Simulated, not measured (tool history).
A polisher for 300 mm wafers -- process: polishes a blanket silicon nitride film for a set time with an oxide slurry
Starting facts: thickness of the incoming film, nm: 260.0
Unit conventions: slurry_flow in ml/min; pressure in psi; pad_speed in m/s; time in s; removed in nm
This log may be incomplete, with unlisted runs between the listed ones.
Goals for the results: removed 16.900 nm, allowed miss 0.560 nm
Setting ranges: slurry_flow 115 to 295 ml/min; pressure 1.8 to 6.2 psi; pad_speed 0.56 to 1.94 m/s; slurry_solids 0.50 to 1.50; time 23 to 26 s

run  hour  slurry_flow  pressure  pad_speed  slurry_solids  time  removed
  1   0.0          190       4.0       1.24           1.00    26   20.346
  2   5.2          190       4.0       1.24           1.00    23   18.238
  3  13.7          190       3.4       1.24           1.00    23   15.496
  4  22.4          190       3.4       1.24           0.80    23   12.923
  5  26.4          190       3.5       1.24           0.80    23   13.298
  6  29.4          190       3.5       0.98           0.80    23   11.587
  7  30.5          205       4.6       1.00           0.80    23   15.511
  8  35.7          205       4.8       1.00           0.80    23   15.913

Which one of the following 5 next-run settings gets every result inside its allowed miss? There is exactly one.
  A  40.9          205       4.4       0.98           0.75    24        ?
  B  40.9          260       4.1       0.82           0.85    26        ?
  C  40.9          170       4.2       1.26           0.75    26        ?
  D  40.9          250       4.5       1.54           0.60    25        ?
  E  40.9          255       4.0       1.06           0.85    23        ?

move  removed
   A   14.163
   B   15.027
   C   16.515
   D   15.334
   E   14.940
A: moves away from the targets compared with the last run
B: moves away from the targets compared with the last run
C: meets every target
D: moves away from the targets compared with the last run
E: moves away from the targets compared with the last run
Go with C: it meets all targets.
